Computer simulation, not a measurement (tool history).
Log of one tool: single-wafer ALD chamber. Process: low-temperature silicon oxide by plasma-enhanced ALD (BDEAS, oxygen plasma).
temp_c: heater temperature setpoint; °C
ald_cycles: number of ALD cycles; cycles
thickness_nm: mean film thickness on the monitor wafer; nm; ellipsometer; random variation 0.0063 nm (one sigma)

| run | day | temp_c | ald_cycles | thickness_nm |
|---|---|---|---|---|
| 1 | 0.000 | 110 | 19 | 2.6127 |
| 2 | 0.088 | 104 | 19 | 2.6712 |
| 3 | 0.438 | 114 | 19 | 2.6012 |
| 4 | 0.775 | 113 | 20 | 2.7479 |
|  | 1.083 | thermocouple changed; heater temperature recalibrated |
| 5 | 1.083 | 119 | 20 | 2.6702 |
| 6 | 1.333 | 117 | 20 | 2.6785 |
| 7 | 1.367 | 115 | 20 | 2.6924 |
| 8 | 1.654 | 113 | 21 | 2.8411 |
| 9 | 1.846 | 104 | 23 | 3.1663 |

Run 10 comes next. What will it give?
| 10 | 1.992 | 106 | 23 | ? |

Run 10 gave thickness_nm 3.1670 nm.

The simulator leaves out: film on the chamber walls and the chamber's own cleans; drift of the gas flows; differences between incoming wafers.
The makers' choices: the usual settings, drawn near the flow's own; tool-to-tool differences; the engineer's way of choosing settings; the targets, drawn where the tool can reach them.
